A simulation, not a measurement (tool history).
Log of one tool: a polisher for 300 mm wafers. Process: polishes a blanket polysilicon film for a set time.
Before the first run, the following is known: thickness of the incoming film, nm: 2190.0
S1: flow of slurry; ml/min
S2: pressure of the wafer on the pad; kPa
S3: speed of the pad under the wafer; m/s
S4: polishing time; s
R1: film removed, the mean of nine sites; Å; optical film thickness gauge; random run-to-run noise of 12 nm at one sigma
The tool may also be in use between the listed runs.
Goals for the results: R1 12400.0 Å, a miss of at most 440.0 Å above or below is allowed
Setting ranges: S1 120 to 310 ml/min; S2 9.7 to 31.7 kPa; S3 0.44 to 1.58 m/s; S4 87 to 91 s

run 1 hour=0.0 | S1=200 S2=20.7 S3=1.00 S4=87 | R1=8035.5
run 2 hour=3.0 | S1=200 S2=22.8 S3=1.00 S4=87 | R1=8821.4
run 3 hour=8.8 | S1=230 S2=22.8 S3=1.00 S4=87 | R1=9177.0
run 4 hour=11.0 | S1=195 S2=22.8 S3=1.00 S4=87 | R1=8805.6
run 5 hour=16.5 | S1=195 S2=20.7 S3=1.00 S4=87 | R1=8047.9
run 6 hour=20.6 | S1=220 S2=20.7 S3=1.00 S4=87 | R1=8138.5
run 7 hour=23.7 | S1=225 S2=22.8 S3=1.00 S4=87 | R1=8781.6
run 8 hour=24.9 | S1=225 S2=28.3 S3=1.02 S4=87 | R1=11314.0
run 9 hour=29.7 | S1=225 S2=29.0 S3=1.02 S4=87 | R1=11397.0
run 10 hour=35.4 | S1=225 S2=29.6 S3=1.02 S4=87 | R1=11574.0

Of the 5 settings listed for the next run, only one would bring every result within its allowed miss of target. Which one?
run A hour=41.1 | S1=290 S2=27.6 S3=0.94 S4=87 | R1=?
run B hour=41.1 | S1=225 S2=31.0 S3=0.92 S4=87 | R1=?
run C hour=41.1 | S1=220 S2=28.3 S3=0.90 S4=91 | R1=?
run D hour=41.1 | S1=265 S2=29.6 S3=0.90 S4=91 | R1=?
run E hour=41.1 | S1=215 S2=30.3 S3=1.04 S4=88 | R1=?

move=A R1=10383.0
move=B R1=11094.0
move=C R1=10340.0
move=D R1=11075.0
move=E R1=12289.0
A: moves away from the targets compared with the last run
B: moves away from the targets compared with the last run
C: moves away from the targets compared with the last run
D: moves away from the targets compared with the last run
E: hits every target within its allowed miss
Answer: E

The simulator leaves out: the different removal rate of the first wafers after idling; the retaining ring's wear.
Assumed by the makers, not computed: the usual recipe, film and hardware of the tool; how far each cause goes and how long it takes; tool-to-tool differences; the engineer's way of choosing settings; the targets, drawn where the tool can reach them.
